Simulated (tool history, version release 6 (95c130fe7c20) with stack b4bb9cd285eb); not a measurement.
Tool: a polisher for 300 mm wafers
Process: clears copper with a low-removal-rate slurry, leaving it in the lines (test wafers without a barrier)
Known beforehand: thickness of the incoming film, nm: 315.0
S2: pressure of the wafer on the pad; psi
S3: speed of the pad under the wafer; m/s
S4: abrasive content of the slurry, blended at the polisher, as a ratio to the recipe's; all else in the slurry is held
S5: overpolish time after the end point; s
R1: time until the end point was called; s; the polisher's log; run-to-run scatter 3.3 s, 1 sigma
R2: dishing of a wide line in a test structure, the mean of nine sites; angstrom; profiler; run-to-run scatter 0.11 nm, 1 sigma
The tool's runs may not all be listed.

run 1 hour=0 | flow_of_slurry_(ml/min)=220 S2=2 S3=0.98 S4=1 S5=24 | R1=135.35 R2=99.783
run 2 hour=6.8 | flow_of_slurry_(ml/min)=220 S2=2 S3=0.84 S4=1 S5=24 | R1=151.56 R2=100.14
run 3 hour=14.5 | flow_of_slurry_(ml/min)=190 S2=1.6 S3=1.02 S4=0.85 S5=18 | R1=177.22 R2=94.747
run 4 hour=16.2 | flow_of_slurry_(ml/min)=170 S2=1.4 S3=1.2 S4=0.75 S5=14 | R1=181.54 R2=82.608
run 5 hour=18.1 | flow_of_slurry_(ml/min)=155 S2=1.2 S3=1.32 S4=0.65 S5=12 | R1=211.48 R2=75.362
run 6 hour=19.5 | flow_of_slurry_(ml/min)=155 S2=1.2 S3=1.32 S4=0.7 S5=12 | R1=207.98 R2=74.84
run 7 hour=23.7 | flow_of_slurry_(ml/min)=145 S2=1.1 S3=1.38 S4=0.8 S5=10 | R1=207.28 R2=67.316

The next listed run, before its measurement:
run 8 hour=29.4 | flow_of_slurry_(ml/min)=140 S2=1.1 S3=1.42 S4=0.85 S5=9 | R1=? R2=?

Run 8 yielded R1 201.83 s, R2 66.013 angstrom.
